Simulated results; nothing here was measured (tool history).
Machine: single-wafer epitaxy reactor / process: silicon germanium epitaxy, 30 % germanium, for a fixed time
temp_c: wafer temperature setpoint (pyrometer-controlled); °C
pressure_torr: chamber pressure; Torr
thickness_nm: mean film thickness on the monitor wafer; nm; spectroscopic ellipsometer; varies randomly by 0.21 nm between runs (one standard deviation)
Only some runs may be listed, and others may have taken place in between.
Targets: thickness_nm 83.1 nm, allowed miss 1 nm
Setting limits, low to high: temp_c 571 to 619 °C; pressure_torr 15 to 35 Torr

{"run": 1, "hour": 0.0, "temp_c": 595, "pressure_torr": 25, "thickness_nm": 61.102}
{"run": 2, "hour": 6.9, "temp_c": 599, "pressure_torr": 25, "thickness_nm": 64.763}
{"run": 3, "hour": 7.5, "temp_c": 603, "pressure_torr": 25, "thickness_nm": 69.223}
{"run": 4, "hour": 13.6, "temp_c": 606, "pressure_torr": 25, "thickness_nm": 72.53}
{"run": 5, "hour": 15.2, "temp_c": 608, "pressure_torr": 25, "thickness_nm": 75.267}
{"run": 6, "hour": 16.8, "temp_c": 610, "pressure_torr": 25, "thickness_nm": 77.387}
{"run": 7, "hour": 25.4, "temp_c": 611, "pressure_torr": 25, "thickness_nm": 78.883}
{"run": 8, "hour": 28.6, "temp_c": 612, "pressure_torr": 25, "thickness_nm": 79.968}
{"run": 9, "hour": 36.2, "temp_c": 613, "pressure_torr": 25, "thickness_nm": 81.253}

Next run, 5 choices. One meets every target within its allowed miss, the rest don't. Which?
{"run": "A", "hour": 43.8, "temp_c": 616, "pressure_torr": 25.3, "thickness_nm": "?"}
{"run": "B", "hour": 43.8, "temp_c": 612, "pressure_torr": 26.2, "thickness_nm": "?"}
{"run": "C", "hour": 43.8, "temp_c": 615, "pressure_torr": 24.2, "thickness_nm": "?"}
{"run": "D", "hour": 43.8, "temp_c": 616, "pressure_torr": 24.9, "thickness_nm": "?"}
{"run": "E", "hour": 43.8, "temp_c": 611, "pressure_torr": 26.3, "thickness_nm": "?"}

move=A thickness_nm=85.443
move=B thickness_nm=81.218
move=C thickness_nm=82.866
move=D thickness_nm=84.983
move=E thickness_nm=80.055
A: moves the result that the last run missed by most past its target, out the other side
B: as far off as the last run
C: hits every target within its allowed miss
D: moves the result that the last run missed by most past its target, out the other side
E: its largest miss is bigger than the last run's
Correct choice: C, which meets every target
